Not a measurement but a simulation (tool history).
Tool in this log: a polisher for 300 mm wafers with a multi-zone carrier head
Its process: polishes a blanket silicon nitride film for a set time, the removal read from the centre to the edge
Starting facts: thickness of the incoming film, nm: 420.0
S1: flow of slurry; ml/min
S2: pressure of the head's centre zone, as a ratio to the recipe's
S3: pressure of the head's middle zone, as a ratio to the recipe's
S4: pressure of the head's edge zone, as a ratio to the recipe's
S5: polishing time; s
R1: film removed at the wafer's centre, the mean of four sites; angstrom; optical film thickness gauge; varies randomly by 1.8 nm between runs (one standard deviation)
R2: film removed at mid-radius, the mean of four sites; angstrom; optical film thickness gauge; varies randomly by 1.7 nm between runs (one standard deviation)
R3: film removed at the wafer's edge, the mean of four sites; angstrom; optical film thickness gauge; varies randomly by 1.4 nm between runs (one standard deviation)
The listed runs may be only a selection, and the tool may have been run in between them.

run,hour,S1,S2,S3,S4,S5,R1,R2,R3
1,0,190,1,1,1,57,889.21,915.55,896.79
2,6.4,200,1.03,1.02,1.03,63,1048.1,1023,1014.3
3,9,200,0.97,1.02,1.03,63,994.35,1035.4,1043.3
4,10.7,215,1,1.05,1.06,66,1076.6,1127.9,1102
5,18.3,215,0.94,1.05,1.06,66,991.88,1124.6,1103
6,24.5,260,0.94,1.05,1.06,66,1069.4,1140,1103
7,28.5,260,0.97,1.05,1.07,69,1131.2,1186.4,1183.2

Estimate the outcome of run 8 from the log above:
8,31.5,290,1.07,1.11,1.03,75,?,?,?

R1: 1371.5 angstrom
R2: 1369.6 angstrom
R3: 1273.7 angstrom
